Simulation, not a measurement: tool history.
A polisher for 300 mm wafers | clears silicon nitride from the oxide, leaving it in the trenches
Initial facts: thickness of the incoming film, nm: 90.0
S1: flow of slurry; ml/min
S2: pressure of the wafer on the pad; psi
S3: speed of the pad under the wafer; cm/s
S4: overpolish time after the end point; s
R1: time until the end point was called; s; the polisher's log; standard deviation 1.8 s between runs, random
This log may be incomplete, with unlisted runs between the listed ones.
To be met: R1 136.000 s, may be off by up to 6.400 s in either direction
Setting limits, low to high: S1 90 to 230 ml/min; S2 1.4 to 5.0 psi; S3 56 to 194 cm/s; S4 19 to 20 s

run,hour,S1,S2,S3,S4,R1
1,0.0,150,3.2,124,19,66.162
2,4.6,130,3.2,124,19,66.355
3,10.2,155,3.2,124,19,65.070
4,15.2,155,3.2,110,19,74.684
5,15.9,155,3.2,110,20,72.457
6,21.8,155,3.2,110,19,73.355
7,27.5,155,2.6,108,19,91.349
8,32.1,155,2.2,106,19,103.850
9,37.6,155,2.0,104,19,111.150
10,40.1,155,1.8,102,19,125.800

Next run, 4 choices. One meets every target within its allowed miss, the rest don't. Which?
A,42.6,155,1.5,94,19,?
B,42.6,125,2.0,90,20,?
C,42.6,205,1.8,104,19,?
D,42.6,100,1.7,94,20,?

move,R1
A,152.950
B,132.940
C,116.730
D,150.450
A: takes the biggest miss from the last run beyond its target
B: in spec on every target
C: the biggest miss grows against the last run
D: takes the biggest miss from the last run beyond its target
So the answer is move B, the one that meets all the targets.

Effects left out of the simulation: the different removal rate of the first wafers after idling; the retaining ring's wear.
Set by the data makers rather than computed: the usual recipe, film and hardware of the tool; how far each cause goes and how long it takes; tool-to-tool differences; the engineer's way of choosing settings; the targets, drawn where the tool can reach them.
